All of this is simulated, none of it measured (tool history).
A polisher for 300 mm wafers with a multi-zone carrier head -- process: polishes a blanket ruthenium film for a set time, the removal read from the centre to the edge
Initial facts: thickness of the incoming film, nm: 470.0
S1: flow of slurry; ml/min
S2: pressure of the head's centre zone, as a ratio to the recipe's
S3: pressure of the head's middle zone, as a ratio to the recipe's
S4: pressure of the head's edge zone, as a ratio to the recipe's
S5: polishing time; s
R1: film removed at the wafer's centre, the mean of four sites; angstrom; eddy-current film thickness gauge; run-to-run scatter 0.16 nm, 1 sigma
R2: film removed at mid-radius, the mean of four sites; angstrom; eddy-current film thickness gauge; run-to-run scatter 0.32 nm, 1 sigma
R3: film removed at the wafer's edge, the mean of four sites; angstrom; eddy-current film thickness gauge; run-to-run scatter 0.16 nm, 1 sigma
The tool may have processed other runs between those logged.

run 1 hour=0 | S1=260 S2=1 S3=1 S4=1 S5=32 | R1=186.79 R2=190.26 R3=182.71
run 2 hour=0.7 | S1=260 S2=1 S3=0.99 S4=1.02 S5=33 | R1=192.18 R2=194.58 R3=190.63
run 3 hour=2.5 | S1=260 S2=0.93 S3=0.99 S4=1.02 S5=33 | R1=178.19 R2=196.59 R3=192.72
run 4 hour=5.4 | S1=260 S2=0.93 S3=0.95 S4=1.02 S5=33 | R1=179.26 R2=184.88 R3=191.18
run 5 hour=11.1 | S1=260 S2=0.93 S3=0.98 S4=1.02 S5=33 | R1=177.38 R2=189.62 R3=192.43
run 6 hour=16.7 | S1=265 S2=0.94 S3=0.98 S4=1.04 S5=34 | R1=186.83 R2=195.11 R3=197.58
run 7 hour=23.7 | S1=230 S2=0.91 S3=0.9 S4=1.12 S5=43 | R1=223.75 R2=230.36 R3=255.19
run 8 hour=29.1 | S1=240 S2=0.91 S3=0.9 S4=1.12 S5=43 | R1=225.55 R2=231.94 R3=258.62
run 9 hour=38 | S1=250 S2=0.92 S3=0.9 S4=1.12 S5=43 | R1=230.64 R2=232.54 R3=262.97
run 10 hour=45.9 | S1=255 S2=0.92 S3=0.9 S4=1.12 S5=43 | R1=229.06 R2=232.15 R3=259.56

Run 11 comes next. What will it give?
run 11 hour=49.5 | S1=260 S2=0.92 S3=0.9 S4=1.12 S5=43 | R1=? R2=? R3=?

{"run 11": {"R1": 228.11, "R2": 231.56, "R3": 258.79}}
